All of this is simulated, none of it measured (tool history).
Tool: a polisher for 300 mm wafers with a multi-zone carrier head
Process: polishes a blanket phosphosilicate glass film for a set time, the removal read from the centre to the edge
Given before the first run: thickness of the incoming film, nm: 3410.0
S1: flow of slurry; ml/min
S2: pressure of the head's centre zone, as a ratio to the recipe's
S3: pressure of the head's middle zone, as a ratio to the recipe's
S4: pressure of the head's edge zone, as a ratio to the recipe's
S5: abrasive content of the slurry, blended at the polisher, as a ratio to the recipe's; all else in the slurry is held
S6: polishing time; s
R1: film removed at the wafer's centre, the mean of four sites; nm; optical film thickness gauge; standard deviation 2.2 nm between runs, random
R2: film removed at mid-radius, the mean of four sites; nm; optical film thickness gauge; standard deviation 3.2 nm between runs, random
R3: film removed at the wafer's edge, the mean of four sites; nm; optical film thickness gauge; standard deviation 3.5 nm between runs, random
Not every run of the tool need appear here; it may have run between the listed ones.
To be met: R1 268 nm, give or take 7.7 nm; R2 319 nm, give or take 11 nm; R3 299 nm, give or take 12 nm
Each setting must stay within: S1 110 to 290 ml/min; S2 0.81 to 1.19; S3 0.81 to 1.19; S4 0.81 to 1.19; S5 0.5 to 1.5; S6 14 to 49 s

run,hour,S1,S2,S3,S4,S5,S6,R1,R2,R3
1,0,185,1,1,1,1,31,307.17,311.92,303.75
2,3.6,185,1,1,1,0.8,31,266.84,273.79,259.21
3,9.8,185,1,1,0.94,0.8,31,264.11,267.22,253.15
4,15.6,190,0.99,1,0.96,0.8,31,264.53,273.55,255.59
5,22.4,195,0.98,1,0.98,0.8,31,265.34,274.77,260.36
6,27.4,200,0.97,1.01,1,0.8,31,259.6,273.24,262.64
7,31.1,200,0.97,1.02,1.01,0.8,31,263.32,283.22,265.1
8,38.2,205,0.97,1.02,1.02,0.8,31,262.26,282.82,268.41
9,39.3,210,0.97,1.03,1.03,0.8,31,265.57,280.79,269.12
10,41.3,215,0.88,1.13,1.12,0.95,31,267.58,344.56,320.84
11,49.5,215,0.88,1.12,1.11,0.95,31,269.2,340.96,321.97
12,51.4,215,0.88,1.12,1.1,0.95,31,265.14,336.31,320.13
13,54.9,215,0.88,1.12,1.09,0.95,31,270.61,335.11,315.39
14,59.5,215,0.88,1.12,1.08,0.95,31,270.47,346.82,308.87
15,60.5,205,0.9,1.09,1.07,0.95,31,266.17,335.18,309.63

Next run, 5 choices. One meets every target within its allowed miss, the rest don't. Which?
A,61.5,185,0.85,1.09,1.1,1,32,?,?,?
B,61.5,260,0.91,1.19,0.94,0.6,42,?,?,?
C,61.5,245,0.82,1.09,0.97,0.75,37,?,?,?
D,61.5,145,0.88,1.16,0.99,1.25,29,?,?,?
E,61.5,205,0.91,1.08,1.06,0.95,30,?,?,?

move,R1,R2,R3
A,267.36,345.15,327
B,277.33,357.39,287.54
C,260.34,346.92,305.69
D,265.98,351.27,303.67
E,265.67,317.02,295.93
A: moves away from the targets compared with the last run
B: moves away from the targets compared with the last run
C: moves away from the targets compared with the last run
D: moves away from the targets compared with the last run
E: hits every target within its allowed miss
The right move is E.
